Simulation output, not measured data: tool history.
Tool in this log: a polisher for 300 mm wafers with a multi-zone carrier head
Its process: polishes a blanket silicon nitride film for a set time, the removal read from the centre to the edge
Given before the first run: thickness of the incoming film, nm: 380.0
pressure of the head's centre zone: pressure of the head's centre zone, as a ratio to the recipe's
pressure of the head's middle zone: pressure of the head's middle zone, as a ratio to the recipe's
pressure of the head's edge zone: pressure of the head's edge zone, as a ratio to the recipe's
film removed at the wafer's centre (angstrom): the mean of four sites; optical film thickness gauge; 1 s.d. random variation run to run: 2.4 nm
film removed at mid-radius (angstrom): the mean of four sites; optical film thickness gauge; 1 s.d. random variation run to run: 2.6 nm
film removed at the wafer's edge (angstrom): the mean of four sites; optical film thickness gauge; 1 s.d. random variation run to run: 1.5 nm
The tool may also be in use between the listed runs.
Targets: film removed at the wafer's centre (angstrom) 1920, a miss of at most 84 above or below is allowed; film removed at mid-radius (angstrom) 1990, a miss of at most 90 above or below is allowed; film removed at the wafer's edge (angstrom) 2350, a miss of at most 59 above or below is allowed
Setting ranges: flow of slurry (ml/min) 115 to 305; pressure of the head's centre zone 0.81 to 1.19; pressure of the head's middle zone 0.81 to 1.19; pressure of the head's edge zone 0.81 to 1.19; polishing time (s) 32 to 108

run  hour  flow of slurry (ml/min)  pressure of the head's centre zone  pressure of the head's middle zone  pressure of the head's edge zone  polishing time (s)  film removed at the wafer's centre (angstrom)  film removed at mid-radius (angstrom)  film removed at the wafer's edge (angstrom)
  1     0                      195                                   1                                   1                                 1                  70                                         1490.9                                 1493.2                                       1482.3
  2   4.5                      195                                0.99                                0.99                              1.03                  73                                         1530.3                                 1486.3                                       1583.7
  3  13.1                      200                                0.98                                   1                              1.05                  76                                         1553.8                                   1619                                       1665.4
  4  18.9                      205                                0.98                                0.99                              1.07                  78                                         1659.3                                 1651.4                                       1738.4
  5  19.8                      205                                0.97                                0.98                              1.09                  80                                         1669.5                                 1669.4                                       1781.1
  6  26.8                      205                                0.97                                1.04                              1.09                  80                                         1623.6                                 1722.6                                       1793.9
  7  30.8                      200                                0.96                                1.03                               1.1                  82                                         1660.4                                   1795                                       1857.2
  8  32.7                      200                                0.95                                1.01                              1.11                  84                                         1696.7                                 1765.6                                       1909.9
  9  33.8                      200                                0.94                                1.01                              1.12                  86                                         1722.7                                 1804.4                                       1951.4

4 candidate next runs follow, results not yet known. Just one meets every target within its allowed miss. Identify it.
  A  34.9                      220                                0.84                                1.09                              1.15                  95                                              ?                                      ?                                            ?
  B  34.9                      180                                 0.9                                1.04                              1.19                 101                                              ?                                      ?                                            ?
  C  34.9                      200                                0.84                                0.87                              1.19                 105                                              ?                                      ?                                            ?
  D  34.9                      220                                0.89                                0.93                              1.19                  99                                              ?                                      ?                                            ?

move  film removed at the wafer's centre (angstrom)  film removed at mid-radius (angstrom)  film removed at the wafer's edge (angstrom)
   A                                         1768.7                                 2204.1                                       2205.4
   B                                         1934.3                                 2179.9                                       2332.7
   C                                         1921.2                                   1987                                       2462.5
   D                                         1942.9                                   2008                                       2344.6
A: closer than the last run, but not yet in spec
B: puts the biggest miss on target and leaves a different result outside tolerance
C: pushes the last run's worst result past its target
D: every result within its allowed miss
Correct choice: D, which meets every target

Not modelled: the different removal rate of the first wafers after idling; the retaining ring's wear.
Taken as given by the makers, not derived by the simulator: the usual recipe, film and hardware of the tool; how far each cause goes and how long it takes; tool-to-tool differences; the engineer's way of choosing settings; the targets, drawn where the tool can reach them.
